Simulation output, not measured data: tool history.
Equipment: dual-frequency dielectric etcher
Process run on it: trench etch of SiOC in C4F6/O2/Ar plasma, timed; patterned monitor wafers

| run | hour | source power (W) | bias power (W) | etch time (s) | mean etch depth across the wafer (Å) |
|---|---|---|---|---|---|
| 1 | 0.0 | 320 | 201 | 8.5 | 170.05 |
| 2 | 6.7 | 320 | 201 | 8.0 | 160.26 |
| 3 | 11.5 | 350 | 210 | 8.0 | 170.39 |
| 4 | 14.4 | 310 | 210 | 8.0 | 159.61 |
| 5 | 21.2 | 350 | 210 | 8.0 | 169.49 |
| 6 | 25.1 | 350 | 233 | 8.0 | 174.19 |
| 7 | 30.5 | 370 | 237 | 8.0 | 179.63 |

Run 8 comes next. What will it give?
| 8 | 38.1 | 380 | 240 | 8.0 | ? |

Run 8 measured mean etch depth across the wafer (Å) 182.90.
